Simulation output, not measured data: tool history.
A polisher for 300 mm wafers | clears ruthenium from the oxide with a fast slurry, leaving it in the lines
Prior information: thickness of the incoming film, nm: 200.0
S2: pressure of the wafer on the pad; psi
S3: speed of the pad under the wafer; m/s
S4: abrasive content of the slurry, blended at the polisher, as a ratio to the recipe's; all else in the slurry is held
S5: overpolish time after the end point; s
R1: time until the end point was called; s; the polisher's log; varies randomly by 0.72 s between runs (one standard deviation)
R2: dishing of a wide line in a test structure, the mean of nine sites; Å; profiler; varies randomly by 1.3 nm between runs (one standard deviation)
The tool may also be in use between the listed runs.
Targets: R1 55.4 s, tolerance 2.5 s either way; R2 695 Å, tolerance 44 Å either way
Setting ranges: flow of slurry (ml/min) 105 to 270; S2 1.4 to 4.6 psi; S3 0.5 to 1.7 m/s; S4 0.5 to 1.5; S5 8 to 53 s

run 1 hour=0 | flow_of_slurry_(ml/min)=175 S2=3 S3=1.1 S4=1 S5=27 | R1=40.739 R2=831.88
run 2 hour=3.3 | flow_of_slurry_(ml/min)=175 S2=3 S3=1.1 S4=1 S5=32 | R1=39.671 R2=859.18
run 3 hour=5 | flow_of_slurry_(ml/min)=175 S2=2.8 S3=1.1 S4=1 S5=31 | R1=41.997 R2=833.81
run 4 hour=6.5 | flow_of_slurry_(ml/min)=175 S2=2.8 S3=1.24 S4=1 S5=31 | R1=36.9 R2=873.04
run 5 hour=13.4 | flow_of_slurry_(ml/min)=175 S2=2.8 S3=1.04 S4=1 S5=31 | R1=44.303 R2=782.87
run 6 hour=13.9 | flow_of_slurry_(ml/min)=135 S2=2.8 S3=1.04 S4=1 S5=31 | R1=46.288 R2=802.02
run 7 hour=21.3 | flow_of_slurry_(ml/min)=135 S2=2.7 S3=1.04 S4=1 S5=31 | R1=46.878 R2=805.19
run 8 hour=24.6 | flow_of_slurry_(ml/min)=135 S2=2.6 S3=1.04 S4=1 S5=30 | R1=49.258 R2=758.49
run 9 hour=32.2 | flow_of_slurry_(ml/min)=135 S2=2.5 S3=1.04 S4=1 S5=30 | R1=51.71 R2=755.87
run 10 hour=35 | flow_of_slurry_(ml/min)=135 S2=2.5 S3=1.04 S4=1 S5=29 | R1=52.587 R2=714.74

Next run, 5 choices. One meets every target within its allowed miss, the rest don't. Which?
run A hour=37.8 | flow_of_slurry_(ml/min)=135 S2=2.4 S3=1.04 S4=0.95 S5=29 | R1=? R2=?
run B hour=37.8 | flow_of_slurry_(ml/min)=120 S2=2.6 S3=1.04 S4=1 S5=33 | R1=? R2=?
run C hour=37.8 | flow_of_slurry_(ml/min)=155 S2=2.4 S3=1.18 S4=0.95 S5=28 | R1=? R2=?
run D hour=37.8 | flow_of_slurry_(ml/min)=105 S2=2.6 S3=1.22 S4=0.8 S5=29 | R1=? R2=?
run E hour=37.8 | flow_of_slurry_(ml/min)=175 S2=2.9 S3=0.9 S4=1.2 S5=23 | R1=? R2=?

move=A R1=55.396 R2=696.09
move=B R1=50.23 R2=790.74
move=C R1=48.323 R2=738.55
move=D R1=51.13 R2=729.61
move=E R1=45.118 R2=685
A: every result lands within tolerance
B: lands further from the targets than the last run did
C: lands further from the targets than the last run did
D: lands further from the targets than the last run did
E: lands further from the targets than the last run did
So the answer is move A, the one that meets all the targets.
